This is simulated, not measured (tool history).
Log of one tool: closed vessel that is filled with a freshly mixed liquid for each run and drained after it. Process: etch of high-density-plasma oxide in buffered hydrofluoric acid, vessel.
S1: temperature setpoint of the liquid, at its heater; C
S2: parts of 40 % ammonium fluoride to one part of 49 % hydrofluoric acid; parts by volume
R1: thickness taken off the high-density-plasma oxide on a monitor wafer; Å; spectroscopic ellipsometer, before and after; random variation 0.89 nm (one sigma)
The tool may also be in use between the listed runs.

Run 1, hour 0.0: S1 25.0 C, S2 15.0 parts by volume, time in the liquid (s) 95. Result: R1 892.80 Å.
Run 2, hour 5.6: S1 26.5 C, S2 15.0 parts by volume, time in the liquid (s) 95. Result: R1 974.82 Å.
Run 3, hour 11.7: S1 27.5 C, S2 15.0 parts by volume, time in the liquid (s) 95. Result: R1 1018.30 Å.
Run 4, hour 16.9: S1 27.5 C, S2 17.0 parts by volume, time in the liquid (s) 95. Result: R1 920.88 Å.
Run 5, hour 23.8: S1 30.0 C, S2 17.0 parts by volume, time in the liquid (s) 95. Result: R1 1027.30 Å.
At hour 27.6: thermometer replaced.
Run 6, hour 27.6: S1 30.0 C, S2 19.0 parts by volume, time in the liquid (s) 95. Result: R1 1046.90 Å.
Run 7, hour 34.5: S1 30.5 C, S2 18.5 parts by volume, time in the liquid (s) 95. Result: R1 1099.70 Å.

Run 8 comes next. What will it give?
Run 8, hour 39.6: S1 31.0 C, S2 18.5 parts by volume, time in the liquid (s) 95. Result: R1 ?.

Run 8 gave R1 1131.80 Å.

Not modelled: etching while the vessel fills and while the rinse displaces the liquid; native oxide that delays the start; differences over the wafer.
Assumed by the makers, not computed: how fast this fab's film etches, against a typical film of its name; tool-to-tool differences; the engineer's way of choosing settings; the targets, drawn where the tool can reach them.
